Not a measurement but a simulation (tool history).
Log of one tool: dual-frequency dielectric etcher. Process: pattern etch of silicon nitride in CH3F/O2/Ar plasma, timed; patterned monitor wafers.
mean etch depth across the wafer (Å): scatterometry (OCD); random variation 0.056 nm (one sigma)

run,hour,source power (W),bias power (W),etch time (s),mean etch depth across the wafer (Å)
1,0.0,340,78,57.0,348.87
2,5.6,330,75,57.0,338.35
3,9.3,330,75,57.0,339.74
4,15.1,330,75,59.5,353.98
5,20.0,330,75,59.5,354.31
6,27.8,320,72,59.5,344.33
7,29.9,310,70,59.5,334.98

Run 8 comes next. What will it give?
8,30.6,250,54,58.5,?

Run 8 gave mean etch depth across the wafer (Å) 266.98.
